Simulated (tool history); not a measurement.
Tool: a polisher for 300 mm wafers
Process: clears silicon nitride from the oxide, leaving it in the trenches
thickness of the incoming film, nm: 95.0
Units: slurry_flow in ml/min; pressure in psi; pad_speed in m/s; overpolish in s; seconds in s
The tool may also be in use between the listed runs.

run,hour,slurry_flow,pressure,pad_speed,overpolish,seconds
1,0,190,1.9,1.24,47,143.34
2,3.5,185,1.6,1.12,47,191.52
3,10.6,185,2.1,1.12,47,142.85
4,12.5,185,2.3,1.12,47,131.21
5,20.6,180,1.8,1.04,47,184.78
6,27.2,180,1.8,1.04,47,179.52
7,29.6,180,1.5,0.98,47,226.53
8,35.3,180,1.3,0.96,47,271.66
9,37.6,180,1.3,0.96,47,272.2

The next listed run, before its measurement:
10,41.9,180,1.2,0.96,47,?

Run 10 gave seconds 290.4 s.
